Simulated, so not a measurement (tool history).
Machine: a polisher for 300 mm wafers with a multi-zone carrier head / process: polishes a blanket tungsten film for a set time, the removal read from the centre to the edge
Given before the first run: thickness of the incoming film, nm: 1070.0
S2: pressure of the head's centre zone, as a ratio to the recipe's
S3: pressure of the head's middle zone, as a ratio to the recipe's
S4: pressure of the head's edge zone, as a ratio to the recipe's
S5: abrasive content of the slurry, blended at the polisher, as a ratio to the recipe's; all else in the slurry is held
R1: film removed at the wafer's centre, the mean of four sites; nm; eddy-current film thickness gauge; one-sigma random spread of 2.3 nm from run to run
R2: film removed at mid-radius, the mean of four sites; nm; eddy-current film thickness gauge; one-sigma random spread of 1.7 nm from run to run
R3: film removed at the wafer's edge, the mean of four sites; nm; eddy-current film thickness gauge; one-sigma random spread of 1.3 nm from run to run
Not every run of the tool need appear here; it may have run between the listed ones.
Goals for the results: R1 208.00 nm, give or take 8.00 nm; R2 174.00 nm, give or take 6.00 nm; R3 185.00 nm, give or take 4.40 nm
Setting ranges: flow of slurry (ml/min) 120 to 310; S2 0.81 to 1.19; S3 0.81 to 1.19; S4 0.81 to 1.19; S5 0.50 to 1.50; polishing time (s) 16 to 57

run 1 hour=0.0 | flow_of_slurry_(ml/min)=200 S2=1.00 S3=1.00 S4=1.00 S5=1.00 polishing_time_(s)=36 | R1=165.32 R2=162.58 R3=167.21
run 2 hour=8.3 | flow_of_slurry_(ml/min)=210 S2=1.02 S3=1.00 S4=1.01 S5=1.00 polishing_time_(s)=36 | R1=175.20 R2=161.44 R3=170.51
run 3 hour=16.4 | flow_of_slurry_(ml/min)=250 S2=1.02 S3=1.00 S4=1.01 S5=1.00 polishing_time_(s)=36 | R1=177.35 R2=165.63 R3=171.52
run 4 hour=23.1 | flow_of_slurry_(ml/min)=220 S2=1.02 S3=1.00 S4=1.01 S5=1.00 polishing_time_(s)=36 | R1=171.93 R2=161.26 R3=168.63
run 5 hour=28.8 | flow_of_slurry_(ml/min)=225 S2=1.04 S3=1.01 S4=1.02 S5=1.05 polishing_time_(s)=36 | R1=176.11 R2=169.92 R3=172.63
run 6 hour=31.9 | flow_of_slurry_(ml/min)=225 S2=1.04 S3=1.07 S4=1.02 S5=1.05 polishing_time_(s)=36 | R1=179.64 R2=174.73 R3=172.55
run 7 hour=33.6 | flow_of_slurry_(ml/min)=225 S2=1.04 S3=1.07 S4=1.02 S5=1.05 polishing_time_(s)=36 | R1=178.12 R2=176.04 R3=171.76
run 8 hour=42.5 | flow_of_slurry_(ml/min)=230 S2=1.06 S3=1.06 S4=1.03 S5=1.05 polishing_time_(s)=36 | R1=184.39 R2=176.56 R3=174.17
run 9 hour=45.1 | flow_of_slurry_(ml/min)=280 S2=1.13 S3=0.98 S4=1.08 S5=1.05 polishing_time_(s)=36 | R1=196.96 R2=168.44 R3=178.69

Next run, 4 choices. One meets every target within its allowed miss, the rest don't. Which?
run A hour=47.7 | flow_of_slurry_(ml/min)=285 S2=1.19 S3=0.97 S4=1.06 S5=1.25 polishing_time_(s)=34 | R1=? R2=? R3=?
run B hour=47.7 | flow_of_slurry_(ml/min)=255 S2=1.18 S3=1.12 S4=1.14 S5=1.10 polishing_time_(s)=36 | R1=? R2=? R3=?
run C hour=47.7 | flow_of_slurry_(ml/min)=300 S2=1.13 S3=0.97 S4=1.05 S5=1.30 polishing_time_(s)=35 | R1=? R2=? R3=?
run D hour=47.7 | flow_of_slurry_(ml/min)=310 S2=1.09 S3=1.04 S4=1.04 S5=1.00 polishing_time_(s)=36 | R1=? R2=? R3=?

move=A R1=210.02 R2=163.95 R3=175.50
move=B R1=211.08 R2=185.04 R3=184.79
move=C R1=208.39 R2=171.34 R3=182.27
move=D R1=194.37 R2=174.39 R3=175.06
A: lands further from the targets than the last run did
B: corrects the largest miss of the last run, while another result sits out of spec
C: in spec on every target
D: lands further from the targets than the last run did
The move that meets every target is C.
